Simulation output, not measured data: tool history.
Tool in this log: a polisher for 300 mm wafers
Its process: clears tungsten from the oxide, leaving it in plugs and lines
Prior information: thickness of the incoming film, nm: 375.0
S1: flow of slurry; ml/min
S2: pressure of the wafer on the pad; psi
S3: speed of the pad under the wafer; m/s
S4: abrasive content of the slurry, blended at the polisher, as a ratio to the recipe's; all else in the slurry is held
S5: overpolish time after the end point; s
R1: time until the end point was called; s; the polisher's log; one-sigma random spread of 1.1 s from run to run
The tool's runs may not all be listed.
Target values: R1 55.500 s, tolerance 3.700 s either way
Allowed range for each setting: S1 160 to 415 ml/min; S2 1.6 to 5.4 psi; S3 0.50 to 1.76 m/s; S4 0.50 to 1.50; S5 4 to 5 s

run  hour   S1   S2    S3    S4  S5      R1
  1   0.0  265  3.5  1.12  1.00   5  77.741
  2   3.7  265  3.5  1.30  1.00   5  66.087
  3   6.8  265  3.5  1.02  1.00   5  79.947
  4  10.4  265  3.8  1.04  1.00   5  79.485
  5  16.9  265  4.0  1.12  1.00   5  70.574
  6  25.9  265  4.0  0.84  1.00   5  89.808
  7  28.5  265  4.3  0.92  1.00   5  77.832
  8  32.2  265  4.5  0.96  1.00   5  69.672
  9  37.7  265  4.7  0.98  1.00   5  66.473
 10  39.8  265  4.9  1.00  1.00   5  63.686
 11  46.4  265  5.0  1.02  1.00   5  61.439
 12  55.3  265  5.1  1.02  1.00   5  60.396

Of the 4 settings listed for the next run, only one would bring every result within its allowed miss of target. Which one?
  A  64.2  240  5.4  0.90  0.90   4   ?
  B  64.2  260  5.2  0.88  0.85   4   ?
  C  64.2  245  5.2  1.10  1.00   4   ?
  D  64.2  280  5.4  0.88  0.80   4   ?

move      R1
   A  65.466
   B  69.263
   C  54.599
   D  67.103
A: its largest miss is bigger than the last run's
B: its largest miss is bigger than the last run's
C: hits every target within its allowed miss
D: its largest miss is bigger than the last run's
C is the move that brings every result within its allowed miss.

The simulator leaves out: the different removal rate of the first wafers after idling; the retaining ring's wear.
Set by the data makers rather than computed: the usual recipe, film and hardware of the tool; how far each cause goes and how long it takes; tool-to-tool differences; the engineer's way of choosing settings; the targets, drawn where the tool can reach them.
